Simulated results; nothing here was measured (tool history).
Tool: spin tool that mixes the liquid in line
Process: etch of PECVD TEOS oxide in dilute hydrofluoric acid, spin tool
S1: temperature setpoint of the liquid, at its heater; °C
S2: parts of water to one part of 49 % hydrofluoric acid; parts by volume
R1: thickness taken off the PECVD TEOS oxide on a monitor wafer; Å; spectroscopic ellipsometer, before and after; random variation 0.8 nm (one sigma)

{"run": 1, "day": 0.0, "S1": 22, "S2": 145, "time under the liquid (s)": 280, "R1": 335.14}
{"run": 2, "day": 0.038, "S1": 24, "S2": 120, "time under the liquid (s)": 280, "R1": 448.89}
{"run": 3, "day": 0.375, "S1": 25.5, "S2": 105, "time under the liquid (s)": 280, "R1": 552.79}
{"run": 4, "day": 0.696, "S1": 25.5, "S2": 105, "time under the liquid (s)": 280, "R1": 558}
{"run": 5, "day": 0.779, "S1": 27, "S2": 100, "time under the liquid (s)": 280, "R1": 623.58}
{"run": 6, "day": 1.038, "S1": 27, "S2": 100, "time under the liquid (s)": 300, "R1": 659.32}
{"run": 7, "day": 1.112, "S1": 28, "S2": 95, "time under the liquid (s)": 300, "R1": 730.99}
{"run": 8, "day": 1.454, "S1": 28.5, "S2": 95, "time under the liquid (s)": 300, "R1": 746.55}
{"run": 9, "day": 1.825, "S1": 29, "S2": 95, "time under the liquid (s)": 300, "R1": 764.73}

Forecast run 10:
{"run": 10, "day": 2.121, "S1": 29.5, "S2": 95, "time under the liquid (s)": 300, "R1": "?"}

Run 10 gave R1 782.79 Å.
